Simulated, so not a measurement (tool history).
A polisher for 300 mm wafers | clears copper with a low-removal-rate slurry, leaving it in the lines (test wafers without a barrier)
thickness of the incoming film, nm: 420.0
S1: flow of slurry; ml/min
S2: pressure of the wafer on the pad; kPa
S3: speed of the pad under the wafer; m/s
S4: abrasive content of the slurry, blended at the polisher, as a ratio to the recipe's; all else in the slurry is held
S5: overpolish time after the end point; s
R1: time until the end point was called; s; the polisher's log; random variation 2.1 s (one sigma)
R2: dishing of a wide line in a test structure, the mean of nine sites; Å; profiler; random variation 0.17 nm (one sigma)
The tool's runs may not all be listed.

run  hour   S1    S2    S3    S4  S5      R1      R2
  1     0  145  20.7  1.04     1  12  122.61  270.58
  2   3.8  145  16.5  1.04     1  12  148.07  225.75
  3   9.9  145  16.5  1.04   0.8  12  158.76  216.26
  4  15.1  145  16.5  1.06  0.85  11  148.55  203.79
  5  18.1  165  16.5  1.06  0.85  11  151.42  207.42
  6  22.6  165  20.7  1.06  0.85  11  120.48  249.89

Run 7 comes next. What will it give?
  7  24.2  180  16.5  1.1  0.85   5   ?   ?

Run 7 gave R1 144.37 s, R2 108.87 Å.
